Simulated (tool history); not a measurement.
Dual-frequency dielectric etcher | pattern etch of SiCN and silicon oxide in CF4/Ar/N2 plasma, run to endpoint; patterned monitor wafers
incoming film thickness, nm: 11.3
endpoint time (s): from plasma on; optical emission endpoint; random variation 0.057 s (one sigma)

Run 1, day 0: source power (W) 450, bias power (W) 52, Ar flow (sccm) 140, CF4 flow (sccm) 44. Result: endpoint time (s) 17.551.
Run 2, day 0.279: source power (W) 450, bias power (W) 52, Ar flow (sccm) 140, CF4 flow (sccm) 49. Result: endpoint time (s) 17.145.
Run 3, day 0.529: source power (W) 480, bias power (W) 52, Ar flow (sccm) 140, CF4 flow (sccm) 49. Result: endpoint time (s) 15.976.
Run 4, day 0.871: source power (W) 480, bias power (W) 52, Ar flow (sccm) 156, CF4 flow (sccm) 49. Result: endpoint time (s) 16.32.
Run 5, day 0.908: source power (W) 480, bias power (W) 58, Ar flow (sccm) 156, CF4 flow (sccm) 49. Result: endpoint time (s) 15.635.
Run 6, day 0.988: source power (W) 490, bias power (W) 58, Ar flow (sccm) 156, CF4 flow (sccm) 49. Result: endpoint time (s) 15.318.

Run 7 comes next. What will it give?
Run 7, day 1.275: source power (W) 500, bias power (W) 58, Ar flow (sccm) 156, CF4 flow (sccm) 49. Result: endpoint time (s) ?.

endpoint time (s): 14.963
